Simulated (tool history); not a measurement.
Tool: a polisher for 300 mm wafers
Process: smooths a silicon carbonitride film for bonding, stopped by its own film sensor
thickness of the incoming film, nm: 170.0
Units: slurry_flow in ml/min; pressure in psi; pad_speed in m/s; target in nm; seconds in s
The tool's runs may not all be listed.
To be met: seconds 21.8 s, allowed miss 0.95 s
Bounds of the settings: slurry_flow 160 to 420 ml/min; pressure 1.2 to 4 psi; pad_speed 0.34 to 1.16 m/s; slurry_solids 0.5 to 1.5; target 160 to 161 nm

run 1 hour=0 | slurry_flow=270 pressure=2.6 pad_speed=0.74 slurry_solids=1 target=160 | seconds=43.151
run 2 hour=1.5 | slurry_flow=270 pressure=2.4 pad_speed=0.74 slurry_solids=1 target=160 | seconds=45.307
run 3 hour=3.3 | slurry_flow=270 pressure=2.9 pad_speed=0.8 slurry_solids=1 target=160 | seconds=37.225
run 4 hour=6.8 | slurry_flow=270 pressure=2.9 pad_speed=0.62 slurry_solids=1 target=160 | seconds=45.538
run 5 hour=13.1 | slurry_flow=270 pressure=2.4 pad_speed=0.62 slurry_solids=1 target=160 | seconds=52.399
run 6 hour=17.3 | slurry_flow=270 pressure=2.9 pad_speed=0.74 slurry_solids=1 target=160 | seconds=39.431
-- hour=20.4 slurry nozzle cleaned
run 7 hour=20.4 | slurry_flow=270 pressure=3.2 pad_speed=0.82 slurry_solids=1 target=160 | seconds=32.517
run 8 hour=25.9 | slurry_flow=270 pressure=3.9 pad_speed=0.94 slurry_solids=1 target=160 | seconds=25.672
run 9 hour=33.6 | slurry_flow=270 pressure=3.9 pad_speed=0.98 slurry_solids=1 target=160 | seconds=24.429

4 next moves are on the table. One of them brings every result within its allowed miss. Which?
run A hour=41.3 | slurry_flow=340 pressure=3 pad_speed=0.8 slurry_solids=1.2 target=161 | seconds=?
run B hour=41.3 | slurry_flow=360 pressure=3.6 pad_speed=0.88 slurry_solids=0.95 target=161 | seconds=?
run C hour=41.3 | slurry_flow=290 pressure=3.7 pad_speed=1.04 slurry_solids=0.85 target=160 | seconds=?
run D hour=41.3 | slurry_flow=280 pressure=4 pad_speed=1 slurry_solids=0.95 target=161 | seconds=?

move=A seconds=28.894
move=B seconds=26.043
move=C seconds=26.792
move=D seconds=22.123
A: further off than the last run
B: further off than the last run
C: further off than the last run
D: meets every target
Move D is the one to make.
